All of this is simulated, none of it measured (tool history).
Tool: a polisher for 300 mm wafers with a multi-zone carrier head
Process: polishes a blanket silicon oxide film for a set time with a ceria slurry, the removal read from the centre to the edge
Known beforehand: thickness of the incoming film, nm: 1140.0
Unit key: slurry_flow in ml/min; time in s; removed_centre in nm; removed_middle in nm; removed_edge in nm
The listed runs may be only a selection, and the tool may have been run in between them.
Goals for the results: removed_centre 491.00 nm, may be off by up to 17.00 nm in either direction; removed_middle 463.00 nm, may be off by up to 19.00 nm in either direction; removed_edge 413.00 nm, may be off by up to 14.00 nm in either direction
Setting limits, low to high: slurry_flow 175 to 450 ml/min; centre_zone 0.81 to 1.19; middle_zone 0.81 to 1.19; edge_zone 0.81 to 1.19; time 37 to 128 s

{"run": 1, "hour": 0.0, "slurry_flow": 290, "centre_zone": 1.0, "middle_zone": 1.0, "edge_zone": 1.0, "time": 82, "removed_centre": 303.74, "removed_middle": 305.27, "removed_edge": 304.97}
{"run": 2, "hour": 7.1, "slurry_flow": 295, "centre_zone": 1.03, "middle_zone": 1.02, "edge_zone": 1.01, "time": 85, "removed_centre": 325.07, "removed_middle": 310.53, "removed_edge": 318.58}
{"run": 3, "hour": 13.8, "slurry_flow": 295, "centre_zone": 1.03, "middle_zone": 1.02, "edge_zone": 1.07, "time": 85, "removed_centre": 328.68, "removed_middle": 308.39, "removed_edge": 327.99}
{"run": 4, "hour": 16.8, "slurry_flow": 295, "centre_zone": 1.03, "middle_zone": 1.02, "edge_zone": 1.15, "time": 85, "removed_centre": 319.04, "removed_middle": 320.36, "removed_edge": 335.82}
{"run": 5, "hour": 23.2, "slurry_flow": 295, "centre_zone": 1.03, "middle_zone": 1.02, "edge_zone": 1.19, "time": 85, "removed_centre": 323.07, "removed_middle": 319.43, "removed_edge": 341.86}
{"run": 6, "hour": 26.7, "slurry_flow": 295, "centre_zone": 1.03, "middle_zone": 1.02, "edge_zone": 1.19, "time": 70, "removed_centre": 266.78, "removed_middle": 255.08, "removed_edge": 287.26}
{"run": 7, "hour": 33.9, "slurry_flow": 300, "centre_zone": 1.05, "middle_zone": 1.04, "edge_zone": 1.18, "time": 75, "removed_centre": 296.68, "removed_middle": 281.27, "removed_edge": 300.14}
{"run": 8, "hour": 41.2, "slurry_flow": 305, "centre_zone": 1.06, "middle_zone": 1.05, "edge_zone": 1.18, "time": 80, "removed_centre": 316.61, "removed_middle": 302.7, "removed_edge": 320.41}
{"run": 9, "hour": 44.3, "slurry_flow": 310, "centre_zone": 1.08, "middle_zone": 1.07, "edge_zone": 1.17, "time": 84, "removed_centre": 339.47, "removed_middle": 327.91, "removed_edge": 334.9}
{"run": 10, "hour": 51.7, "slurry_flow": 315, "centre_zone": 1.1, "middle_zone": 1.08, "edge_zone": 1.16, "time": 87, "removed_centre": 361.96, "removed_middle": 344.71, "removed_edge": 341.66}
{"run": 11, "hour": 60.0, "slurry_flow": 320, "centre_zone": 1.11, "middle_zone": 1.09, "edge_zone": 1.16, "time": 90, "removed_centre": 374.99, "removed_middle": 354.37, "removed_edge": 358.43}
{"run": 12, "hour": 68.0, "slurry_flow": 320, "centre_zone": 1.12, "middle_zone": 1.11, "edge_zone": 1.15, "time": 92, "removed_centre": 383.38, "removed_middle": 362.77, "removed_edge": 367.77}
{"run": 13, "hour": 72.4, "slurry_flow": 340, "centre_zone": 1.13, "middle_zone": 1.12, "edge_zone": 1.12, "time": 94, "removed_centre": 391.24, "removed_middle": 382.2, "removed_edge": 374.04}
{"run": 14, "hour": 74.3, "slurry_flow": 330, "centre_zone": 1.14, "middle_zone": 1.13, "edge_zone": 1.1, "time": 96, "removed_centre": 411.92, "removed_middle": 390.23, "removed_edge": 375.71}
{"run": 15, "hour": 83.0, "slurry_flow": 330, "centre_zone": 1.15, "middle_zone": 1.14, "edge_zone": 1.09, "time": 98, "removed_centre": 423.16, "removed_middle": 400.2, "removed_edge": 376.81}
{"run": 16, "hour": 90.3, "slurry_flow": 330, "centre_zone": 1.16, "middle_zone": 1.15, "edge_zone": 1.09, "time": 100, "removed_centre": 439.04, "removed_middle": 417.82, "removed_edge": 390.99}
{"run": 17, "hour": 94.0, "slurry_flow": 325, "centre_zone": 1.16, "middle_zone": 1.16, "edge_zone": 1.08, "time": 101, "removed_centre": 446.57, "removed_middle": 418.76, "removed_edge": 386.56}
{"run": 18, "hour": 95.7, "slurry_flow": 325, "centre_zone": 1.16, "middle_zone": 1.16, "edge_zone": 1.08, "time": 102, "removed_centre": 443.95, "removed_middle": 424.9, "removed_edge": 386.75}
{"run": 19, "hour": 98.1, "slurry_flow": 325, "centre_zone": 1.16, "middle_zone": 1.16, "edge_zone": 1.08, "time": 103, "removed_centre": 453.88, "removed_middle": 425.48, "removed_edge": 399.35}
{"run": 20, "hour": 106.2, "slurry_flow": 330, "centre_zone": 1.16, "middle_zone": 1.16, "edge_zone": 1.07, "time": 104, "removed_centre": 457.3, "removed_middle": 429.9, "removed_edge": 399.5}
{"run": 21, "hour": 112.9, "slurry_flow": 330, "centre_zone": 1.16, "middle_zone": 1.16, "edge_zone": 1.06, "time": 105, "removed_centre": 462.84, "removed_middle": 444.63, "removed_edge": 405.62}

4 next moves are on the table. One of them brings every result within its allowed miss. Which?
{"run": "A", "hour": 119.6, "slurry_flow": 325, "centre_zone": 1.18, "middle_zone": 1.18, "edge_zone": 1.05, "time": 117, "removed_centre": "?", "removed_middle": "?", "removed_edge": "?"}
{"run": "B", "hour": 119.6, "slurry_flow": 355, "centre_zone": 1.12, "middle_zone": 1.19, "edge_zone": 1.03, "time": 116, "removed_centre": "?", "removed_middle": "?", "removed_edge": "?"}
{"run": "C", "hour": 119.6, "slurry_flow": 300, "centre_zone": 1.18, "middle_zone": 1.18, "edge_zone": 1.02, "time": 111, "removed_centre": "?", "removed_middle": "?", "removed_edge": "?"}
{"run": "D", "hour": 119.6, "slurry_flow": 330, "centre_zone": 1.19, "middle_zone": 1.19, "edge_zone": 1.16, "time": 116, "removed_centre": "?", "removed_middle": "?", "removed_edge": "?"}

move=A removed_centre=522.34 removed_middle=488.32 removed_edge=449.98
move=B removed_centre=494.21 removed_middle=490.38 removed_edge=443.63
move=C removed_centre=492.94 removed_middle=461.09 removed_edge=419.33
move=D removed_centre=522.85 removed_middle=488.03 removed_edge=469.50
A: the result that was furthest off in the last run now lies on the other side of its target
B: brings the result that was furthest off to its target, and leaves another outside
C: in spec on every target
D: the result that was furthest off in the last run now lies on the other side of its target
Move C is the one to make.

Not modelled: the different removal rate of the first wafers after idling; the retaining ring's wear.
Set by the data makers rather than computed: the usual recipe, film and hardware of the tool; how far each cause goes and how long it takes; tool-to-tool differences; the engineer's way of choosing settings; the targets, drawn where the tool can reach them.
